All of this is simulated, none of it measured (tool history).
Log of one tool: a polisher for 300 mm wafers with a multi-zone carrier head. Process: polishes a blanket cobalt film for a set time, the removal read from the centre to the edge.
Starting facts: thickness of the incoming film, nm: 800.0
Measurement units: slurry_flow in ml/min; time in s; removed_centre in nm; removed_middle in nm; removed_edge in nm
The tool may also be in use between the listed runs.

| run | hour | slurry_flow | centre_zone | middle_zone | edge_zone | time | removed_centre | removed_middle | removed_edge |
|---|---|---|---|---|---|---|---|---|---|
| 1 | 0 | 130 | 1 | 1 | 1 | 38 | 169.64 | 169.73 | 175.44 |
| 2 | 3.4 | 130 | 1 | 1 | 0.93 | 38 | 170.06 | 169.21 | 166.91 |
| 3 | 12.4 | 130 | 1 | 1.06 | 0.93 | 38 | 171.52 | 178.52 | 170.24 |
| 4 | 15.5 | 130 | 0.96 | 1.08 | 0.89 | 35 | 151.35 | 166.05 | 155.25 |
| 5 | 18.8 | 125 | 0.95 | 1.11 | 0.87 | 33 | 140.54 | 159 | 141.37 |
| 6 | 22.3 | 125 | 0.95 | 1.11 | 0.81 | 33 | 142.14 | 158.9 | 133.95 |
| 7 | 29.6 | 115 | 0.93 | 1.12 | 0.81 | 33 | 133.83 | 158.76 | 135.28 |

Expected results for the next run?
| 8 | 35.9 | 110 | 0.93 | 1.13 | 0.81 | 32 | ? | ? | ? |

removed_centre: 128.09 nm
removed_middle: 152.69 nm
removed_edge: 129.39 nm
